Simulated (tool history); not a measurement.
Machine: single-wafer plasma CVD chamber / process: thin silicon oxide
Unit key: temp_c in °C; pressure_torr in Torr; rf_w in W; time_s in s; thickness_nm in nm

run	day	temp_c	pressure_torr	rf_w	time_s	thickness_nm
1	0	405	0.729	325	11.83	22.063
2	0.3	405	0.729	325	11.83	22.158
3	0.475	405	0.721	325	11.83	21.855
4	0.629	405	0.714	325	11.83	21.635
5	0.929	405	0.708	325	11.83	21.579
6	0.983	405	0.702	325	11.83	21.426
7	1.075	405	0.697	325	11.83	21.162

Run 8 has not been measured yet. What should we expect?
8	1.221	405	0.693	325	11.83	?

thickness_nm: 21.228 nm
